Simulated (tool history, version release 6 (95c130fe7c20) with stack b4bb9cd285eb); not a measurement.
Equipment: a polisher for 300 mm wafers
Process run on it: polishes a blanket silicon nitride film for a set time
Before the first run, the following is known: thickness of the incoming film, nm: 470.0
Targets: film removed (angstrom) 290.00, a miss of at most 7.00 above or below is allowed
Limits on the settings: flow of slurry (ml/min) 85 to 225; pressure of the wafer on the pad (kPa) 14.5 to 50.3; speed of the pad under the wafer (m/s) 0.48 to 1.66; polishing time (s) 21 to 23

run	hour	flow of slurry (ml/min)	pressure of the wafer on the pad (kPa)	speed of the pad under the wafer (m/s)	polishing time (s)	film removed (angstrom)
1	0.0	145	32.4	1.06	23	623.22
2	6.1	110	32.4	1.06	23	597.56
3	12.7	105	26.9	1.00	23	472.09
4	14.5	105	26.9	1.00	23	475.33
5	17.0	100	22.8	0.96	23	388.33
6	24.0	100	20.7	0.96	23	350.07
7	29.9	100	19.3	0.96	23	328.26
8	32.5	100	18.6	0.96	23	320.65
9	33.4	100	17.9	0.96	23	305.27

Which one of the following 5 next-run settings gets every result inside its allowed miss? There is exactly one.
A	34.3	95	16.5	1.04	21	?
B	34.3	95	16.5	1.02	21	?
C	34.3	95	17.2	0.94	22	?
D	34.3	135	22.1	0.66	23	?
E	34.3	135	24.8	0.74	21	?

move	film removed (angstrom)
A	275.87
B	271.62
C	277.02
D	292.79
E	327.98
A: the result that was furthest off in the last run now lies on the other side of its target
B: the result that was furthest off in the last run now lies on the other side of its target
C: the result that was furthest off in the last run now lies on the other side of its target
D: hits every target within its allowed miss
E: moves away from the targets compared with the last run
D is the move that brings every result within its allowed miss.
